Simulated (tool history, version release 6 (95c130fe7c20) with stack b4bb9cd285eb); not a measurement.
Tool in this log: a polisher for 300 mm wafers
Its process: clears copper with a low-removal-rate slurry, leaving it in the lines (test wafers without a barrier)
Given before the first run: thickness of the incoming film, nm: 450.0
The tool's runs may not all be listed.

| run | hour | flow of slurry (ml/min) | pressure of the wafer on the pad (psi) | speed of the pad under the wafer (cm/s) | abrasive content of the slurry | overpolish time after the end point (s) | time until the end point was called (s) | dishing of a wide line in a test structure (angstrom) |
|---|---|---|---|---|---|---|---|---|
| 1 | 0 | 300 | 2.8 | 140 | 1 | 17 | 136.06 | 343.84 |
| 2 | 5.5 | 300 | 2.9 | 142 | 1 | 16 | 131.68 | 331.38 |
| 3 | 10 | 300 | 3 | 142 | 1 | 15 | 128.51 | 323.95 |
| 4 | 15.9 | 230 | 3 | 142 | 1 | 15 | 132.1 | 312.33 |
| 5 | 23.8 | 200 | 3 | 142 | 1 | 15 | 131.37 | 305.01 |
| 6 | 27.1 | 200 | 3.4 | 142 | 1 | 15 | 121.39 | 336.26 |
| 7 | 32.6 | 200 | 3.5 | 146 | 1 | 14 | 117.9 | 333.96 |
| 8 | 36.7 | 200 | 3.5 | 152 | 1 | 13 | 112.52 | 331.91 |
| 9 | 37.5 | 200 | 3.5 | 156 | 1.05 | 12 | 109.21 | 314.26 |
| 10 | 45.7 | 200 | 3.6 | 158 | 1.05 | 11 | 102.08 | 305.96 |
| 11 | 53.6 | 205 | 3.6 | 158 | 1.05 | 11 | 100.06 | 298.42 |
| 12 | 57.7 | 210 | 3.6 | 158 | 1.05 | 11 | 102.21 | 305.77 |
| 13 | 62.1 | 215 | 3.6 | 158 | 1.05 | 11 | 100.7 | 303.76 |

What does the tool deliver on the next run?
| 14 | 67.6 | 220 | 3.6 | 158 | 1.05 | 11 | ? | ? |

time until the end point was called (s): 101.45
dishing of a wide line in a test structure (angstrom): 295.75
